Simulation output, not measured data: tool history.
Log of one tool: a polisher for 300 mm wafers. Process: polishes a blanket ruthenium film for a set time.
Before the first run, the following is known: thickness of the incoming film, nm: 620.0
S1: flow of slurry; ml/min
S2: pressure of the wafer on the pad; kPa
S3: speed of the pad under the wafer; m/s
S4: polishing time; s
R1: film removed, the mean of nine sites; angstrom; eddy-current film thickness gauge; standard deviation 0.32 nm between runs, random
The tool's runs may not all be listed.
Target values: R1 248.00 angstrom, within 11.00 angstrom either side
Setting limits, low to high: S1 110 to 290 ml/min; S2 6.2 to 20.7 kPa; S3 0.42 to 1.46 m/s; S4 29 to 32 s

run  hour   S1    S2    S3  S4      R1
  1   0.0  185  13.1  0.94  32  294.87
  2   1.9  205  13.1  0.94  32  292.97
  3   4.1  205  12.4  0.94  32  275.32
  4  10.0  205  11.7  0.94  32  269.18
  5  13.5  205  11.7  0.94  32  265.27
  6  16.7  205  13.8  0.94  32  299.61
  7  22.6  205  13.1  0.94  32  290.19
     25.8  -- slurry nozzle cleaned
  8  25.8  205  12.4  0.94  32  290.79

Which single option among these 5 for the next run brings every result within its allowed miss of target? Just one does.
  A  29.0  220  11.7  0.92  32   ?
  B  29.0  225  14.5  1.00  32   ?
  C  29.0  250  15.2  0.88  32   ?
  D  29.0  225  14.5  0.74  31   ?
  E  29.0  240  17.2  0.90  30   ?

move      R1
   A  270.34
   B  347.23
   C  321.69
   D  251.39
   E  341.22
A: nearer than the last run, and not there yet
B: moves away from the targets compared with the last run
C: moves away from the targets compared with the last run
D: every result within its allowed miss
E: moves away from the targets compared with the last run
Correct choice: D, which meets every target

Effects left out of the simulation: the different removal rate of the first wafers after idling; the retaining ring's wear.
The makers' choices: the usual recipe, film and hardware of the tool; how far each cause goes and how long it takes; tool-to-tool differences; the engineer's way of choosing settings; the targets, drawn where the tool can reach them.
